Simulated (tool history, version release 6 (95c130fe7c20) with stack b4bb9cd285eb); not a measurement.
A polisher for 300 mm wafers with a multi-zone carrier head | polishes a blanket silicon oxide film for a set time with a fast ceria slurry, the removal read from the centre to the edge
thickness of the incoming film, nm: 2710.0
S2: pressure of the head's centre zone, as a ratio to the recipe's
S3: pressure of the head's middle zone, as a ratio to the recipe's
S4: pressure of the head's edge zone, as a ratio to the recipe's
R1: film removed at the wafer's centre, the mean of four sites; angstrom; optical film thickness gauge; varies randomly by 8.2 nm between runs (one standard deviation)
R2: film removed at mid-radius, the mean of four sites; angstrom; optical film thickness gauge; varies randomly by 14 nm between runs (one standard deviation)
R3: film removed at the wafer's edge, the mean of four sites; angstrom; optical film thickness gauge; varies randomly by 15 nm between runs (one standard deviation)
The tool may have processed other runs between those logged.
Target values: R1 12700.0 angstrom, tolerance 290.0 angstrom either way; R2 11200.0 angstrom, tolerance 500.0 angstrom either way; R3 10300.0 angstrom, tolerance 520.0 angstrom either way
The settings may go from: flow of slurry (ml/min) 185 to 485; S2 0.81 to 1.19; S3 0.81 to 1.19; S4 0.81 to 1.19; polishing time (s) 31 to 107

Run 1, hour 0.0: flow of slurry (ml/min) 310, S2 1.00, S3 1.00, S4 1.00, polishing time (s) 69. Result: R1 7921.9 angstrom, R2 7896.1 angstrom, R3 7611.7 angstrom.
Run 2, hour 2.2: flow of slurry (ml/min) 320, S2 1.03, S3 1.02, S4 1.01, polishing time (s) 72. Result: R1 8489.7 angstrom, R2 8385.1 angstrom, R3 8222.7 angstrom.
Run 3, hour 4.5: flow of slurry (ml/min) 320, S2 1.03, S3 1.06, S4 1.01, polishing time (s) 72. Result: R1 8499.4 angstrom, R2 8859.4 angstrom, R3 8316.2 angstrom.
Run 4, hour 8.0: flow of slurry (ml/min) 320, S2 1.03, S3 1.06, S4 0.96, polishing time (s) 72. Result: R1 8564.1 angstrom, R2 8601.6 angstrom, R3 7851.0 angstrom.
Run 5, hour 14.1: flow of slurry (ml/min) 330, S2 1.06, S3 1.07, S4 0.96, polishing time (s) 75. Result: R1 9085.8 angstrom, R2 9164.2 angstrom, R3 8519.7 angstrom.
Run 6, hour 19.4: flow of slurry (ml/min) 365, S2 1.06, S3 1.07, S4 0.96, polishing time (s) 75. Result: R1 9224.0 angstrom, R2 9433.6 angstrom, R3 8547.7 angstrom.
Run 7, hour 28.2: flow of slurry (ml/min) 370, S2 1.08, S3 1.07, S4 0.94, polishing time (s) 78. Result: R1 9878.6 angstrom, R2 9727.6 angstrom, R3 8632.5 angstrom.
Run 8, hour 35.7: flow of slurry (ml/min) 400, S2 1.18, S3 1.09, S4 1.04, polishing time (s) 88. Result: R1 12345.0 angstrom, R2 11227.0 angstrom, R3 10272.0 angstrom.

Which one of the following 4 next-run settings gets every result inside its allowed miss? There is exactly one.
Run A, hour 43.2: flow of slurry (ml/min) 405, S2 1.18, S3 1.11, S4 1.10, polishing time (s) 86. Result: R1 ?, R2 ?, R3 ?.
Run B, hour 43.2: flow of slurry (ml/min) 340, S2 1.19, S3 1.00, S4 0.88, polishing time (s) 97. Result: R1 ?, R2 ?, R3 ?.
Run C, hour 43.2: flow of slurry (ml/min) 305, S2 1.19, S3 1.06, S4 0.97, polishing time (s) 93. Result: R1 ?, R2 ?, R3 ?.
Run D, hour 43.2: flow of slurry (ml/min) 395, S2 1.06, S3 0.83, S4 1.10, polishing time (s) 98. Result: R1 ?, R2 ?, R3 ?.

move       R1       R2       R3
   A  11851.0  11194.0  10381.0
   B  13253.0  11387.0  10417.0
   C  12562.0  11346.0  10355.0
   D  12073.0   9984.0  11856.0
A: misses by more than the last run did
B: the result that was furthest off in the last run now lies on the other side of its target
C: hits every target within its allowed miss
D: misses by more than the last run did
Move C is the one to make.
